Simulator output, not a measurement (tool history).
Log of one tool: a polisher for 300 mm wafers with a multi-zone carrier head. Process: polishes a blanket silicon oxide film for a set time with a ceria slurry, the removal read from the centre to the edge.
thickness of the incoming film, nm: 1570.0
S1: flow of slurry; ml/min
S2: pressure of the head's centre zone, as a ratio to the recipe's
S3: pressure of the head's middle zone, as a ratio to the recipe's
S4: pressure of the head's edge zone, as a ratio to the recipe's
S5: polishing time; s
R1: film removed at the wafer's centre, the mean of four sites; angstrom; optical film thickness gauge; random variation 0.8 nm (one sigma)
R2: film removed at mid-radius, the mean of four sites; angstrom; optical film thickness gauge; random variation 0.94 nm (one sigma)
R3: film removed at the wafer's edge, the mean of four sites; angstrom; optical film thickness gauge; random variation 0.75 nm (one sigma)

run 1 day=0.000 | S1=260 S2=1.00 S3=1.00 S4=1.00 S5=39 | R1=1309.60 R2=1298.70 R3=1253.00
run 2 day=0.288 | S1=260 S2=1.01 S3=0.98 S4=0.97 S5=33 | R1=1133.40 R2=1056.30 R3=1015.40
run 3 day=0.650 | S1=260 S2=1.01 S3=0.98 S4=0.97 S5=30 | R1=1007.90 R2=997.09 R3=943.40
run 4 day=0.671 | S1=310 S2=1.01 S3=0.98 S4=0.97 S5=30 | R1=1045.50 R2=988.22 R3=945.90
run 5 day=1.038 | S1=310 S2=1.04 S3=0.98 S4=0.97 S5=30 | R1=1076.90 R2=1011.20 R3=955.24
run 6 day=1.388 | S1=310 S2=0.96 S3=0.98 S4=0.97 S5=30 | R1=991.58 R2=977.62 R3=966.90
run 7 day=1.608 | S1=310 S2=0.96 S3=0.96 S4=0.93 S5=28 | R1=907.76 R2=932.41 R3=894.31
run 8 day=1.892 | S1=290 S2=1.06 S3=0.86 S4=0.85 S5=18 | R1=660.75 R2=545.31 R3=552.64
run 9 day=2.112 | S1=295 S2=1.07 S3=0.89 S4=0.89 S5=18 | R1=648.18 R2=541.35 R3=546.51
run 10 day=2.388 | S1=300 S2=1.07 S3=0.91 S4=0.91 S5=19 | R1=696.90 R2=583.48 R3=586.47
-- day=2.675 edge zone pressure recalibrated
run 11 day=2.675 | S1=310 S2=1.07 S3=0.94 S4=0.94 S5=19 | R1=696.52 R2=609.86 R3=612.59
run 12 day=2.954 | S1=320 S2=1.08 S3=0.96 S4=0.95 S5=19 | R1=704.74 R2=634.30 R3=619.19
run 13 day=3.242 | S1=325 S2=1.09 S3=0.97 S4=0.97 S5=19 | R1=734.40 R2=627.49 R3=620.69
run 14 day=3.438 | S1=325 S2=1.09 S3=0.97 S4=0.97 S5=19 | R1=713.93 R2=639.58 R3=622.14
run 15 day=3.588 | S1=330 S2=1.10 S3=0.98 S4=0.99 S5=19 | R1=721.58 R2=637.62 R3=626.84

Run 16 comes next. What will it give?
run 16 day=3.742 | S1=335 S2=1.11 S3=0.99 S4=1.00 S5=19 | R1=? R2=? R3=?

{"run 16": {"R1": 717.12, "R2": 645.52, "R3": 622.1}}

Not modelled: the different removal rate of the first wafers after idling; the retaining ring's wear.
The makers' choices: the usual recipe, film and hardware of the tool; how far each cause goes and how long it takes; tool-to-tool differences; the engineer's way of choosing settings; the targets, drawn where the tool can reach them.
